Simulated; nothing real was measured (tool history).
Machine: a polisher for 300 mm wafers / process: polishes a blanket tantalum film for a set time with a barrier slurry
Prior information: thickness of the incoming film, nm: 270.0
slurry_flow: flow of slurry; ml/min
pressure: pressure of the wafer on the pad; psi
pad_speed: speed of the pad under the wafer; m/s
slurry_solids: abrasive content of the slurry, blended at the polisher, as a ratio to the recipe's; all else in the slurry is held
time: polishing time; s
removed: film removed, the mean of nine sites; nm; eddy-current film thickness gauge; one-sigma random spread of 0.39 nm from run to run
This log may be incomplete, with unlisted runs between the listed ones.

run  hour  slurry_flow  pressure  pad_speed  slurry_solids  time  removed
  1   0.0          180       1.5       0.90            1.0    51   65.185
  2   2.2          175       1.3       0.90            1.0    51   56.261
  3   6.1          170       1.1       0.90            1.0    51   48.095
  4  12.1          170       1.1       0.90            0.9    51   46.303
  5  19.8          165       1.0       0.90            0.9    51   42.060
  6  26.3          160       1.0       0.90            0.9    51   40.990
  7  29.7          150       1.0       0.90            0.9    51   40.995

Forecast run 8:
  8  34.2          145       1.0       0.90            0.9    51        ?

{"run 8": {"removed": 41.677}}
